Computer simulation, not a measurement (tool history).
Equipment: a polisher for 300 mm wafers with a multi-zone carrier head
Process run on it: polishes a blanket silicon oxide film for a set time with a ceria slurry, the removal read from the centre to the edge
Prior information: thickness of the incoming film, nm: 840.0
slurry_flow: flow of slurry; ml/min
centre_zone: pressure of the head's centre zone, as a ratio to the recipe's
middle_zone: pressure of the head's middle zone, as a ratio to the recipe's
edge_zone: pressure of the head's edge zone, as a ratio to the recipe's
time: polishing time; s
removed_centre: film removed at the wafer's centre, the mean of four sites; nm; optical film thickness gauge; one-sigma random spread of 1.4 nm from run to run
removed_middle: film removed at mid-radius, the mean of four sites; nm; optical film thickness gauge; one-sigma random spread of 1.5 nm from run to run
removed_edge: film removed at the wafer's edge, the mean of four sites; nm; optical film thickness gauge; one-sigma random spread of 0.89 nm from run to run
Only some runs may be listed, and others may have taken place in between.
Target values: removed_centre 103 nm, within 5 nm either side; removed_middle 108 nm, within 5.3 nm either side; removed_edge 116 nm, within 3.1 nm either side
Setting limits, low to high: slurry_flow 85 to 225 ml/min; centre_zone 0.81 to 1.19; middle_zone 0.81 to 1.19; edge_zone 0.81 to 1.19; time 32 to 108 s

run	hour	slurry_flow	centre_zone	middle_zone	edge_zone	time	removed_centre	removed_middle	removed_edge
1	0	145	1	1	1	70	162.53	161.19	166.8
2	8.2	140	0.98	0.99	0.98	67	155.29	152.99	154.91
3	12	140	1.06	0.99	0.98	67	170.63	149.77	156.1
4	18.1	135	1.02	0.97	0.98	64	152.07	143.8	148.91
5	27	135	1.02	0.92	0.98	64	153.52	138.66	149.61
6	28.8	135	1.02	0.92	1.06	64	148.18	136.5	154.64
7	36.5	130	1	0.91	1.05	62	143.92	128.06	150.19
8	37.4	130	0.97	0.92	1.03	60	132.67	125.23	144.26
9	42	125	0.95	0.92	1.01	59	124.12	125.52	136.23
10	47.6	120	0.94	0.91	1	58	125.16	122.07	132.51
11	56	115	0.92	0.9	1	57	118.49	112.08	131.35
12	64.2	115	0.91	0.91	0.98	57	115.52	117.33	129.17
13	70.1	110	0.9	0.91	0.97	57	115.24	113.49	128.16
14	77.8	110	0.89	0.91	0.96	57	109.6	113.84	125.85
15	86.5	105	0.89	0.91	0.95	57	108.58	117.37	124.93
16	93.6	105	0.89	0.9	0.94	57	108.37	110.92	124.07
17	97	95	0.87	0.93	0.86	55	101.22	107.96	112.35
18	105.6	95	0.87	0.93	0.86	55	100.79	107.2	112.5

Below are 5 possible settings for the next run. Only one of them brings all results inside the allowed miss of their targets. Which is it?
A	114.2	85	0.81	0.97	0.91	60	?	?	?
B	114.2	95	0.92	0.98	0.85	53	?	?	?
C	114.2	90	0.89	1.05	0.81	55	?	?	?
D	114.2	120	0.85	0.87	0.86	54	?	?	?
E	114.2	105	0.87	1.08	0.81	54	?	?	?

move	removed_centre	removed_middle	removed_edge
A	95.262	117.8	120.74
B	100.59	109.36	106.34
C	98.664	116.92	106.52
D	102.84	110.33	114.61
E	100.79	123.7	108.38
A: takes the biggest miss from the last run beyond its target
B: moves away from the targets compared with the last run
C: moves away from the targets compared with the last run
D: in spec on every target
E: moves away from the targets compared with the last run
Go with D: it meets all targets.
